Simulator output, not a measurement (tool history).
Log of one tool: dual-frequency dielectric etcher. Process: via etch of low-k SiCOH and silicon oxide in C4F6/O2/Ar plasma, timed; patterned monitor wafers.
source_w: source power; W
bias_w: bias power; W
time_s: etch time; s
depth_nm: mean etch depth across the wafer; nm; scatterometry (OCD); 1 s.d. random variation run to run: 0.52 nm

run	hour	source_w	bias_w	time_s	depth_nm
1	0	460	234	27.5	74.377
2	7.4	490	238	27.5	77.208
3	10.2	490	238	25	69.6
4	15	510	258	25.5	75.296
5	17.3	510	258	27.5	80.32
6	20.7	530	260	27.5	82.039

Run 7 comes next. What will it give?
7	29.2	540	261	27.5	?

depth_nm: 83.456 nm
